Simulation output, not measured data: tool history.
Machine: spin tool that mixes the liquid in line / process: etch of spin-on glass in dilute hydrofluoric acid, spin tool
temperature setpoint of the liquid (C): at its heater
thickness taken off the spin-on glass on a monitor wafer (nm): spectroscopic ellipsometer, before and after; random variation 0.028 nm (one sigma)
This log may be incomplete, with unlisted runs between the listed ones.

run,day,temperature setpoint of the liquid (C),parts of water to one part of 49 % hydrofluoric acid (parts by volume),time under the liquid (s),thickness taken off the spin-on glass on a monitor wafer (nm)
1,0.000,26.0,85,15,6.5995
2,0.046,24.0,85,15,6.0338
3,0.125,21.0,85,15,5.3558
4,0.262,21.0,70,15,6.6064
5,0.633,21.5,70,15,6.7447
6,0.992,22.0,70,15,6.8806
7,1.262,26.0,70,15,8.0789

Run 8 has not been measured yet. What should we expect?
# day 1.488: thermometer replaced
8,1.488,27.5,70,15,?

{"run 8": {"thickness taken off the spin-on glass on a monitor wafer (nm)": 9.2199}}

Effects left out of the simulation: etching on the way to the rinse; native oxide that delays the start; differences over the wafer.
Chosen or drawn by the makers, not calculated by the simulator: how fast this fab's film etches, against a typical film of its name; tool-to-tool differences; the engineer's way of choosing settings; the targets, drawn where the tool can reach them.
